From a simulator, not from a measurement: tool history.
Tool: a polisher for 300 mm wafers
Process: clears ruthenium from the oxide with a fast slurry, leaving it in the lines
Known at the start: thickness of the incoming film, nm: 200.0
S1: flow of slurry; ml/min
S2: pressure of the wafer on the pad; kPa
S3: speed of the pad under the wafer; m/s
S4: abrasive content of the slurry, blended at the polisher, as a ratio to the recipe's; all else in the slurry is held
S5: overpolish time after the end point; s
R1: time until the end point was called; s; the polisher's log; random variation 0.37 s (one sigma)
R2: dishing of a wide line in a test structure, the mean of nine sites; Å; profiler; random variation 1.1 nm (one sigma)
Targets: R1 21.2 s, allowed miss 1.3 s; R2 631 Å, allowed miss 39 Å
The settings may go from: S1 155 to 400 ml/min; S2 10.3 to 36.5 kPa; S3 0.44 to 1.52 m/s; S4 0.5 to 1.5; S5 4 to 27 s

run,hour,S1,S2,S3,S4,S5,R1,R2
1,0,255,23.4,0.98,1,14,37.314,548.15
2,8,315,23.4,0.98,1,14,38.139,591.22
3,9.5,305,26.2,0.98,1,13,33.786,567.35
4,15.7,305,26.2,0.98,1,18,33.815,731.08
5,22,305,29.6,0.98,1,18,30.627,819.35
6,24.8,300,31,1,1,16,29.178,798.14
7,26.9,295,32.4,1.04,1,13,26.716,704.49
8,33.2,295,33.1,1.06,1,12,25.813,683.04
9,39,295,33.8,1.08,1,11,25.246,631.89
# hour 47.2: slurry nozzle cleaned
10,47.2,295,34.5,1.1,1,11,22.801,706.94

4 next moves are on the table. One of them brings every result within its allowed miss. Which?
A,55.4,275,31.7,1.12,1.25,9,?,?
B,55.4,325,35.9,1.06,0.9,9,?,?
C,55.4,285,36.5,1.36,0.9,7,?,?
D,55.4,290,36.5,1.36,0.95,8,?,?

move,R1,R2
A,20.778,623.88
B,23.968,551.82
C,18.67,551.08
D,17.896,640.78
A: meets every target
B: takes the result that was furthest off past its target
C: takes the result that was furthest off past its target
D: brings the result that was furthest off to its target, and leaves another outside
Move A is the one to make.
